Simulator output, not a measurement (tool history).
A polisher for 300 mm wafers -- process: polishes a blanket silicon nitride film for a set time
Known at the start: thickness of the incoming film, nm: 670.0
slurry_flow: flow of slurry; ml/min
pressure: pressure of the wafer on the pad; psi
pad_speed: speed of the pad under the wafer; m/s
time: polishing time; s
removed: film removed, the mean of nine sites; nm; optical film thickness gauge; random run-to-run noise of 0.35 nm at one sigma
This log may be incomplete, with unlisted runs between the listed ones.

{"run": 1, "hour": 0.0, "slurry_flow": 240, "pressure": 3.5, "pad_speed": 1.1, "time": 34, "removed": 54.087}
{"run": 2, "hour": 2.1, "slurry_flow": 240, "pressure": 3.4, "pad_speed": 1.1, "time": 34, "removed": 53.598}
{"run": 3, "hour": 8.8, "slurry_flow": 240, "pressure": 3.4, "pad_speed": 1.1, "time": 34, "removed": 53.063}
{"run": 4, "hour": 14.7, "slurry_flow": 240, "pressure": 3.3, "pad_speed": 1.1, "time": 34, "removed": 52.245}
{"run": 5, "hour": 16.6, "slurry_flow": 230, "pressure": 3.1, "pad_speed": 1.1, "time": 34, "removed": 49.391}
{"run": 6, "hour": 24.8, "slurry_flow": 230, "pressure": 3.1, "pad_speed": 0.96, "time": 34, "removed": 43.816}

Expected results for the next run?
{"run": 7, "hour": 27.1, "slurry_flow": 240, "pressure": 3.3, "pad_speed": 0.96, "time": 34, "removed": "?"}

Logged for run 7: removed 46.291 nm.

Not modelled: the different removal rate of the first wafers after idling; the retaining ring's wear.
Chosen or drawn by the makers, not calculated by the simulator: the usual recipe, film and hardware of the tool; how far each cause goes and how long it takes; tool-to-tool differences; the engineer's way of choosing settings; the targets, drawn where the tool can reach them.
